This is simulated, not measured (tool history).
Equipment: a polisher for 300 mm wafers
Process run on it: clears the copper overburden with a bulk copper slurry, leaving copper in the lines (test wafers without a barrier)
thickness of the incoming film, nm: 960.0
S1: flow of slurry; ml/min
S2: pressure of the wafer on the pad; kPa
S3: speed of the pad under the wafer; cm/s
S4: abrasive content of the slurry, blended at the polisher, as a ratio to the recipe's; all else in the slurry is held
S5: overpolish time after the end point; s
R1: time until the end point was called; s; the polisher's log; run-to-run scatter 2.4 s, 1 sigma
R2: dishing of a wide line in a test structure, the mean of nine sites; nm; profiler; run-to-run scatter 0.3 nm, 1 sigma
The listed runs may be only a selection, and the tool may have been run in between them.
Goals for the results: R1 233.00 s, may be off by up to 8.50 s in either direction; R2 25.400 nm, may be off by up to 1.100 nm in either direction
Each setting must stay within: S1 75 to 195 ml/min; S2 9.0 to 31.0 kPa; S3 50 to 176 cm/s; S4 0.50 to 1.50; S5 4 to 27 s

{"run": 1, "hour": 0.0, "S1": 125, "S2": 20.0, "S3": 112, "S4": 1.0, "S5": 14, "R1": 116.86, "R2": 52.937}
{"run": 2, "hour": 8.7, "S1": 125, "S2": 17.2, "S3": 108, "S4": 1.0, "S5": 12, "R1": 133.58, "R2": 46.227}
{"run": 3, "hour": 16.7, "S1": 120, "S2": 15.2, "S3": 102, "S4": 1.0, "S5": 10, "R1": 150.51, "R2": 36.727}
{"run": 4, "hour": 19.9, "S1": 115, "S2": 13.8, "S3": 98, "S4": 1.0, "S5": 10, "R1": 171.74, "R2": 34.133}
{"run": 5, "hour": 27.8, "S1": 115, "S2": 18.6, "S3": 98, "S4": 1.0, "S5": 10, "R1": 144.5, "R2": 39.601}
{"run": 6, "hour": 33.3, "S1": 115, "S2": 13.8, "S3": 98, "S4": 1.0, "S5": 10, "R1": 167.16, "R2": 34.623}
{"run": 7, "hour": 36.3, "S1": 110, "S2": 12.4, "S3": 94, "S4": 1.0, "S5": 10, "R1": 186.06, "R2": 33.085}
{"run": 8, "hour": 42.2, "S1": 110, "S2": 9.0, "S3": 86, "S4": 1.0, "S5": 5, "R1": 233.07, "R2": 15.623}
{"run": 9, "hour": 46.3, "S1": 100, "S2": 12.4, "S3": 74, "S4": 0.85, "S5": 11, "R1": 241.05, "R2": 28.596}
{"run": 10, "hour": 48.3, "S1": 105, "S2": 12.4, "S3": 74, "S4": 0.85, "S5": 11, "R1": 242.28, "R2": 28.446}
{"run": 11, "hour": 56.2, "S1": 115, "S2": 13.1, "S3": 76, "S4": 0.85, "S5": 6, "R1": 229.43, "R2": 18.249}
{"run": 12, "hour": 61.7, "S1": 110, "S2": 13.1, "S3": 76, "S4": 0.9, "S5": 7, "R1": 225.75, "R2": 21.489}
{"run": 13, "hour": 63.8, "S1": 105, "S2": 13.1, "S3": 76, "S4": 0.9, "S5": 7, "R1": 230.38, "R2": 20.957}
{"run": 14, "hour": 67.4, "S1": 110, "S2": 13.1, "S3": 74, "S4": 0.9, "S5": 13, "R1": 230.64, "R2": 33.115}
{"run": 15, "hour": 70.7, "S1": 120, "S2": 12.4, "S3": 74, "S4": 0.9, "S5": 13, "R1": 235.83, "R2": 33.245}
{"run": 16, "hour": 76.3, "S1": 125, "S2": 12.4, "S3": 74, "S4": 0.85, "S5": 12, "R1": 242.04, "R2": 30.49}
{"run": 17, "hour": 82.9, "S1": 125, "S2": 12.4, "S3": 74, "S4": 0.85, "S5": 11, "R1": 236.05, "R2": 29.658}
{"run": 18, "hour": 87.6, "S1": 120, "S2": 12.4, "S3": 74, "S4": 0.85, "S5": 11, "R1": 238.46, "R2": 28.635}
{"run": 19, "hour": 92.3, "S1": 120, "S2": 12.4, "S3": 74, "S4": 0.9, "S5": 10, "R1": 233.91, "R2": 27.544}
{"run": 20, "hour": 99.5, "S1": 120, "S2": 12.4, "S3": 74, "S4": 0.9, "S5": 10, "R1": 233.98, "R2": 27.507}
{"run": 21, "hour": 102.9, "S1": 120, "S2": 12.4, "S3": 74, "S4": 0.9, "S5": 7, "R1": 233.29, "R2": 20.992}
{"run": 22, "hour": 109.3, "S1": 120, "S2": 12.4, "S3": 72, "S4": 0.9, "S5": 7, "R1": 242.18, "R2": 20.103}
{"run": 23, "hour": 117.7, "S1": 120, "S2": 12.4, "S3": 72, "S4": 0.9, "S5": 8, "R1": 240.49, "R2": 22.165}

Of the 4 settings listed for the next run, only one would bring every result within its allowed miss of target. Which one?
{"run": "A", "hour": 126.1, "S1": 150, "S2": 11.7, "S3": 72, "S4": 0.9, "S5": 7, "R1": "?", "R2": "?"}
{"run": "B", "hour": 126.1, "S1": 120, "S2": 13.8, "S3": 72, "S4": 0.85, "S5": 9, "R1": "?", "R2": "?"}
{"run": "C", "hour": 126.1, "S1": 115, "S2": 13.8, "S3": 70, "S4": 1.05, "S5": 8, "R1": "?", "R2": "?"}
{"run": "D", "hour": 126.1, "S1": 125, "S2": 9.7, "S3": 84, "S4": 0.95, "S5": 6, "R1": "?", "R2": "?"}

move=A R1=239.10 R2=20.070
move=B R1=231.32 R2=25.374
move=C R1=227.78 R2=23.396
move=D R1=228.09 R2=18.265
A: moves away from the targets compared with the last run
B: meets every target
C: nearer the targets than the last run, but a result is still out of spec
D: moves away from the targets compared with the last run
The right move is B.
